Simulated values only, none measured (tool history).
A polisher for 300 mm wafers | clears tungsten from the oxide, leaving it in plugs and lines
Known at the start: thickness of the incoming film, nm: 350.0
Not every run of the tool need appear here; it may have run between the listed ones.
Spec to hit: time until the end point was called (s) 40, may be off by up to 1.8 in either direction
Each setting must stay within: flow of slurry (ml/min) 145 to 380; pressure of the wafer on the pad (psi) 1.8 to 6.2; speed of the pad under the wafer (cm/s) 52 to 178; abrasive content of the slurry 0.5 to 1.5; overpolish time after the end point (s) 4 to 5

run	hour	flow of slurry (ml/min)	pressure of the wafer on the pad (psi)	speed of the pad under the wafer (cm/s)	abrasive content of the slurry	overpolish time after the end point (s)	time until the end point was called (s)
1	0	245	4	114	1	5	52.943
2	2.7	245	4	114	1	4	53.084
3	6.4	245	4	88	1	4	68.08
4	10.5	195	4	88	1	4	71.389
5	14.1	150	4	88	1	4	73.006
6	18.2	155	4.5	88	1	4	65.984
7	22.8	165	4.9	90	1	4	58.22
8	25.1	170	5.2	92	1	4	54.444
9	29.7	175	5.4	94	1	4	50.489
10	34.3	180	5.6	96	1	4	47.463
11	40.8	185	5.7	96	1	4	46.607
12	49.6	190	5.8	98	1	4	43.661
13	50.1	195	5.9	98	1	4	43.409
14	56	195	6	98	1	4	42.916

Below are 4 possible settings for the next run. Only one of them brings all results inside the allowed miss of their targets. Which is it?
A	61.9	180	6.1	96	0.9	5	?
B	61.9	265	5.5	98	0.85	5	?
C	61.9	195	5.8	92	1	4	?
D	61.9	230	6	104	1	4	?

move	time until the end point was called (s)
A	44.16
B	45.844
C	46.861
D	39.337
A: lands further from the targets than the last run did
B: lands further from the targets than the last run did
C: lands further from the targets than the last run did
D: each result inside its tolerance
The move that meets every target is D.
